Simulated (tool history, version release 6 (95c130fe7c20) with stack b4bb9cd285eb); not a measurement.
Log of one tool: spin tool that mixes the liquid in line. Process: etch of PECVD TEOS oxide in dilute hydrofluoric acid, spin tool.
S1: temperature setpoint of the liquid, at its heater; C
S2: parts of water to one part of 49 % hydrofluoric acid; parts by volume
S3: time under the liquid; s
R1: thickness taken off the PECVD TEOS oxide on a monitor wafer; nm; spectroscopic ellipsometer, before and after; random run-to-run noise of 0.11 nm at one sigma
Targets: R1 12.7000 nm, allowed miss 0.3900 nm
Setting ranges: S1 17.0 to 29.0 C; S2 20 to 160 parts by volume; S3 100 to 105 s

{"run": 1, "hour": 0.0, "S1": 21.0, "S2": 90, "S3": 100, "R1": 8.7673}
{"run": 2, "hour": 7.9, "S1": 23.5, "S2": 90, "S3": 100, "R1": 9.6588}
{"run": 3, "hour": 11.9, "S1": 23.5, "S2": 90, "S3": 100, "R1": 9.8904}
{"run": 4, "hour": 18.5, "S1": 25.0, "S2": 90, "S3": 100, "R1": 10.453}
{"run": 5, "hour": 24.2, "S1": 26.0, "S2": 90, "S3": 100, "R1": 10.71}
{"run": 6, "hour": 30.1, "S1": 27.0, "S2": 90, "S3": 100, "R1": 11.262}
{"run": 7, "hour": 32.9, "S1": 27.5, "S2": 90, "S3": 100, "R1": 11.533}
{"run": 8, "hour": 36.5, "S1": 28.0, "S2": 90, "S3": 100, "R1": 11.707}
{"run": 9, "hour": 45.4, "S1": 28.0, "S2": 90, "S3": 100, "R1": 11.76}

Next run, 4 choices. One meets every target within its allowed miss, the rest don't. Which?
{"run": "A", "hour": 54.3, "S1": 27.5, "S2": 100, "S3": 105, "R1": "?"}
{"run": "B", "hour": 54.3, "S1": 28.0, "S2": 80, "S3": 105, "R1": "?"}
{"run": "C", "hour": 54.3, "S1": 27.0, "S2": 85, "S3": 105, "R1": "?"}
{"run": "D", "hour": 54.3, "S1": 27.5, "S2": 95, "S3": 100, "R1": "?"}

move=A R1=10.5920
move=B R1=13.8710
move=C R1=12.4710
move=D R1=10.6900
A: misses by more than the last run did
B: takes the biggest miss from the last run beyond its target
C: each result inside its tolerance
D: misses by more than the last run did
Correct choice: C, which meets every target
